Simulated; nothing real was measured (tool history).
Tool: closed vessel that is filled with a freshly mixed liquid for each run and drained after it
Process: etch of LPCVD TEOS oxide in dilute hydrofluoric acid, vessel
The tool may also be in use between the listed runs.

run	hour	temperature setpoint of the liquid (°C)	parts of water to one part of 49 % hydrofluoric acid (parts by volume)	time in the liquid (s)	thickness taken off the LPCVD TEOS oxide on a monitor wafer (angstrom)
1	0	23	165	155	180.4
2	7.2	21	185	155	144.95
3	11.6	21	155	155	177.04
4	16.6	19	155	155	164.73
5	23.3	18.5	175	155	141.81
# hour 29.9: hydrofluoric acid flow meter replaced
6	29.9	18	190	155	134.76
7	38.2	17.5	210	155	117.75
8	45.6	17.5	220	155	111.83
9	51.3	17.5	225	155	108.09

The next listed run, before its measurement:
10	59.2	17.5	230	155	?

{"run 10": {"thickness taken off the LPCVD TEOS oxide on a monitor wafer (angstrom)": 104.65}}
